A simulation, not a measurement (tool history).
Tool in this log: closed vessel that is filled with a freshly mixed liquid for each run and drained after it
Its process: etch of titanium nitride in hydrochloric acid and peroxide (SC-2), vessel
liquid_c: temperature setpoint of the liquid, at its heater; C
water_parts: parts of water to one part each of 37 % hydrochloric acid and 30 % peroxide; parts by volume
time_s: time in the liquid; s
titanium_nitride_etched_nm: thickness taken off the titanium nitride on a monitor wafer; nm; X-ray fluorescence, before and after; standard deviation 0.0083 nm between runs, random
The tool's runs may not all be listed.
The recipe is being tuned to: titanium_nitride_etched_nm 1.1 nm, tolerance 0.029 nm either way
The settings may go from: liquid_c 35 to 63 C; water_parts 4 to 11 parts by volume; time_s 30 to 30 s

run,day,liquid_c,water_parts,time_s,titanium_nitride_etched_nm
1,0,47,6,30,1.5326
2,0.388,45.5,6,30,1.3687
3,0.588,44.5,6,30,1.2821
4,0.833,37.5,6,30,0.78639
5,1.071,37.5,8,30,0.62257
6,1.167,40.5,8,30,0.77304
7,1.533,42,8,30,0.85342
8,1.779,43,8,30,0.92625
9,2.038,46,8,30,1.1345

Below are 4 possible settings for the next run. Only one of them brings all results inside the allowed miss of their targets. Which is it?
A,2.296,49,10,30,?
B,2.296,44.5,7,30,?
C,2.296,45.5,8,30,?
D,2.296,50,10.5,30,?

move,titanium_nitride_etched_nm
A,1.1678
B,1.1427
C,1.1025
D,1.1995
A: misses by more than the last run did
B: misses by more than the last run did
C: every result lands within tolerance
D: misses by more than the last run did
Answer: C

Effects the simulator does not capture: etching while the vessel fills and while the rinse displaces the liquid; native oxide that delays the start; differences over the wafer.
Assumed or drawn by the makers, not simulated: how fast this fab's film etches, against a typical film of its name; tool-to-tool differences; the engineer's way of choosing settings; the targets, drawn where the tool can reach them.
